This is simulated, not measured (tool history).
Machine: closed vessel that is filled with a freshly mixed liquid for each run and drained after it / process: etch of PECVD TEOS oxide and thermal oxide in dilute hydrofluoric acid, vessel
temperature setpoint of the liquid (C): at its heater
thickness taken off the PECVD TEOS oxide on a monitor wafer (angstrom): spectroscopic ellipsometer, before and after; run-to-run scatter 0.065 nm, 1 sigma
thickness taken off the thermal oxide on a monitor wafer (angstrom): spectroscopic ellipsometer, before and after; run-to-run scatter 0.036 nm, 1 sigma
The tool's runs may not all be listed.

run  hour  temperature setpoint of the liquid (C)  parts of water to one part of 49 % hydrofluoric acid (parts by volume)  time in the liquid (s)  thickness taken off the PECVD TEOS oxide on a monitor wafer (angstrom)  thickness taken off the thermal oxide on a monitor wafer (angstrom)
  1   0.0                                    21.0                                                                     170                      60                                                                  74.177                                                               12.603
  2   1.5                                    22.0                                                                     170                      60                                                                  76.935                                                               13.577
  3   4.6                                    23.5                                                                     170                      60                                                                  81.583                                                               13.789
  4  10.2                                    21.5                                                                     170                      60                                                                  74.908                                                               13.229
  5  15.5                                    21.5                                                                     170                      75                                                                  94.078                                                               15.420
  6  21.4                                    18.0                                                                     170                      75                                                                  81.547                                                               13.827
  7  29.1                                    19.0                                                                     170                      75                                                                  85.874                                                               14.652
  8  36.2                                    19.5                                                                     170                      75                                                                  86.426                                                               14.941
  9  38.6                                    20.0                                                                     170                      75                                                                  88.974                                                               15.535

The next listed run, before its measurement:
 10  46.6                                    20.5                                                                     170                      75                                                                       ?                                                                    ?

Logged for run 10: thickness taken off the PECVD TEOS oxide on a monitor wafer (angstrom) 90.390, thickness taken off the thermal oxide on a monitor wafer (angstrom) 16.298.

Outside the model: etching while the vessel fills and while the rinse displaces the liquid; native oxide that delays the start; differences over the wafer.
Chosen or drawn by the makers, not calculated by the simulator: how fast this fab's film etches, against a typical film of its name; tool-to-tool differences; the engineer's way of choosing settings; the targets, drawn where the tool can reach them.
